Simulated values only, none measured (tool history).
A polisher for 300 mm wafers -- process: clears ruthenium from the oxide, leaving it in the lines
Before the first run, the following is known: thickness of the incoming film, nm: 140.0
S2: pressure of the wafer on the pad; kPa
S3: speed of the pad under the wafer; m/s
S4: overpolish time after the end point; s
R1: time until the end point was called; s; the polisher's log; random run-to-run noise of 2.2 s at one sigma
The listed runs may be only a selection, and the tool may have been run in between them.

run 1 hour=0 | flow_of_slurry_(ml/min)=210 S2=13.1 S3=0.96 S4=8 | R1=119.93
run 2 hour=2 | flow_of_slurry_(ml/min)=210 S2=11.7 S3=0.96 S4=8 | R1=132.98
run 3 hour=3 | flow_of_slurry_(ml/min)=210 S2=13.8 S3=0.96 S4=8 | R1=113.61
run 4 hour=6.4 | flow_of_slurry_(ml/min)=175 S2=13.8 S3=0.96 S4=8 | R1=115.66
run 5 hour=14.2 | flow_of_slurry_(ml/min)=125 S2=13.8 S3=0.96 S4=8 | R1=118.1
run 6 hour=19.5 | flow_of_slurry_(ml/min)=125 S2=13.8 S3=0.96 S4=8 | R1=117.26
run 7 hour=26.2 | flow_of_slurry_(ml/min)=125 S2=12.4 S3=0.96 S4=8 | R1=132.98

What does the tool deliver on the next run?
run 8 hour=33.9 | flow_of_slurry_(ml/min)=125 S2=11.7 S3=0.96 S4=8 | R1=?

Run 8 produced R1 140.61 s.

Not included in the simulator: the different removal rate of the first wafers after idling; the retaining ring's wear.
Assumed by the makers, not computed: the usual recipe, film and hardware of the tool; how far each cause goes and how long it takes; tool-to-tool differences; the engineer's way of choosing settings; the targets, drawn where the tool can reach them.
